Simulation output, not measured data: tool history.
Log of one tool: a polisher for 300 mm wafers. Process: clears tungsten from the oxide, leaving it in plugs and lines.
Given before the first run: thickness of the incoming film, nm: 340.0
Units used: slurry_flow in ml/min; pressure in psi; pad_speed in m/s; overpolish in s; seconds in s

run 1 hour=0 | slurry_flow=185 pressure=4.9 pad_speed=1.08 slurry_solids=1 overpolish=17 | seconds=55.396
run 2 hour=7 | slurry_flow=190 pressure=5.4 pad_speed=1.08 slurry_solids=1 overpolish=17 | seconds=50.07
run 3 hour=10.9 | slurry_flow=190 pressure=5.9 pad_speed=1.08 slurry_solids=1 overpolish=17 | seconds=45.784
run 4 hour=11.7 | slurry_flow=195 pressure=6.2 pad_speed=1.08 slurry_solids=1 overpolish=17 | seconds=43.899
run 5 hour=12.9 | slurry_flow=195 pressure=5.8 pad_speed=1.08 slurry_solids=1 overpolish=17 | seconds=47.191
run 6 hour=14.6 | slurry_flow=195 pressure=5.8 pad_speed=1.08 slurry_solids=0.85 overpolish=17 | seconds=49.936

Run 7, settings as shown, results not yet in. Your forecast:
run 7 hour=22.4 | slurry_flow=195 pressure=5.8 pad_speed=1.08 slurry_solids=0.85 overpolish=17 | seconds=?

For run 7 the tool returned seconds 49.164 s.

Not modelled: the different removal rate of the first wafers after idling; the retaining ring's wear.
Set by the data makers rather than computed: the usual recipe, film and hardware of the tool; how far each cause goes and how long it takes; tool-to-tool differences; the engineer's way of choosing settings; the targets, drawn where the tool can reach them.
